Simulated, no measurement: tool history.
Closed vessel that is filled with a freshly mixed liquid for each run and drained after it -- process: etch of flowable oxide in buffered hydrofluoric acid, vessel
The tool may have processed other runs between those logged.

| run | hour | temperature setpoint of the liquid (K) | parts of 40 % ammonium fluoride to one part of 49 % hydrofluoric acid (parts by volume) | time in the liquid (s) | thickness taken off the flowable oxide on a monitor wafer (angstrom) |
|---|---|---|---|---|---|
| 1 | 0 | 294.15 | 12 | 30 | 1033.3 |
| 2 | 9.1 | 295.65 | 12 | 30 | 1111.8 |
| 3 | 12.8 | 295.65 | 9.5 | 30 | 1383.1 |
| 4 | 14.9 | 296.15 | 9.5 | 30 | 1416.8 |
| 5 | 16.6 | 296.15 | 6.5 | 30 | 2072.5 |
| 6 | 24.4 | 299.15 | 6.5 | 30 | 2426.4 |

Run 7 has not been measured yet. What should we expect?
| 7 | 31.4 | 295.15 | 7 | 30 | ? |

{"run 7": {"thickness taken off the flowable oxide on a monitor wafer (angstrom)": 1850.9}}
